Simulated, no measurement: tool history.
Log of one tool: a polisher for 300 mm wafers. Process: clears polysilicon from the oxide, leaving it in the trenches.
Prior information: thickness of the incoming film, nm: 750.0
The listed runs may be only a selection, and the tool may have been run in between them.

run,hour,flow of slurry (ml/min),pressure of the wafer on the pad (kPa),speed of the pad under the wafer (cm/s),overpolish time after the end point (s),time until the end point was called (s),dishing of a wide line in a test structure (angstrom)
1,0,130,14.5,114,19,56.379,526.97
2,1.9,130,14.5,114,11,55.559,486.37
3,8,130,13.1,114,13,60.892,511.78
4,10.8,130,12.4,112,12,61.851,489.17
5,17.3,130,11.7,110,14,64.583,498.4
6,20.6,130,14.5,110,14,59.088,499.83
7,27.7,130,13.1,108,15,61.686,509.98

What does the tool deliver on the next run?
8,29.7,130,11.7,104,15,?,?

{"run 8": {"time until the end point was called (s)": 68.138, "dishing of a wide line in a test structure (angstrom)": 492.53}}
